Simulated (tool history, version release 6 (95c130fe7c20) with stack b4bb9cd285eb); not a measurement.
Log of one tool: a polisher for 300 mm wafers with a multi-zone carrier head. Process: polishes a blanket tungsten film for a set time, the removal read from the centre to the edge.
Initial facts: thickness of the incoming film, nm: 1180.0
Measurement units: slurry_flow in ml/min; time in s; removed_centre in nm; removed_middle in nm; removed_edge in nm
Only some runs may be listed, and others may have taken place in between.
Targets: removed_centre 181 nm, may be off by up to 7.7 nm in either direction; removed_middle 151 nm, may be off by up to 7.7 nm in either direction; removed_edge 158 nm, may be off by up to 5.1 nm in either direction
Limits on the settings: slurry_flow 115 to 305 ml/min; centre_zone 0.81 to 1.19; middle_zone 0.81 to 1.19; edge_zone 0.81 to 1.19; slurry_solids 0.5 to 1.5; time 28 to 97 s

run  hour  slurry_flow  centre_zone  middle_zone  edge_zone  slurry_solids  time  removed_centre  removed_middle  removed_edge
  1     0          195            1            1          1              1    62          258.69          252.86        244.14
  2     1          190         1.01         0.97       0.98            0.9    59          234.83          222.32        227.75
  3   8.4          195         1.04         0.97       0.96           0.85    55          224.94          208.94        200.08
  4  16.3          195         1.04         0.97       0.96           0.85    47          186.41          177.99        174.13
  5  19.8          190         1.05         0.95       0.94            0.8    47             188          171.34        169.79
  6  28.9          190            1         0.95       0.94            0.8    47          183.61          168.52        170.25
  7  31.2          185            1         0.94       0.92            0.8    47          179.72          164.14        168.98
  8  32.9          185         1.01         0.93        0.9            0.8    47          180.56          163.47        166.66
     39.5  -- edge zone pressure recalibrated
  9  39.5          180         1.02         0.92       0.89            0.8    47          182.44          165.97        169.36
 10  42.3          185         1.03         0.91       0.89           0.75    47          178.96          157.36         169.5
 11  47.4          185         1.05         0.91       0.87            0.7    47          181.61          157.88        165.06

Exercise: of the 4 proposed moves below, exactly one satisfies all targets within the stated allowed misses. Which move is it?
  A  52.5          180         1.07         1.03       0.86            0.8    44               ?               ?             ?
  B  52.5          255         0.92         0.99       0.84           0.55    49               ?               ?             ?
  C  52.5          115         1.11         0.93       0.87            0.7    48               ?               ?             ?
  D  52.5          195         0.98         0.99       0.91           0.75    46               ?               ?             ?

move  removed_centre  removed_middle  removed_edge
   A          178.23          167.85        158.97
   B          158.95          168.03        161.43
   C          181.78          152.56        160.98
   D          169.07          168.17        168.09
A: puts the biggest miss on target and leaves a different result outside tolerance
B: puts the biggest miss on target and leaves a different result outside tolerance
C: hits every target within its allowed miss
D: further off than the last run
Go with C: it meets all targets.
